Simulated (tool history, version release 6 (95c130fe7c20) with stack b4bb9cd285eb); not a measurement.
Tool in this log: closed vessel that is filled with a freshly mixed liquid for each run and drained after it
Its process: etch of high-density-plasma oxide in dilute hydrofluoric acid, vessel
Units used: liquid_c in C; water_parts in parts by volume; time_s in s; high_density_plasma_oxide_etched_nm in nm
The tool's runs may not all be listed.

run	hour	liquid_c	water_parts	time_s	high_density_plasma_oxide_etched_nm
1	0.0	23.0	260	2315	48.448
2	9.6	21.5	260	2315	45.726
3	17.5	20.5	260	2315	43.994
4	19.7	20.0	260	2315	43.126
5	25.4	20.0	335	2315	31.463
6	30.8	21.5	335	2315	33.061
7	37.7	23.0	335	2315	34.877
8	41.4	24.0	335	2315	36.033

What does the tool deliver on the next run?
9	49.3	25.0	335	2315	?

Run 9 came out at high_density_plasma_oxide_etched_nm 37.310 nm.
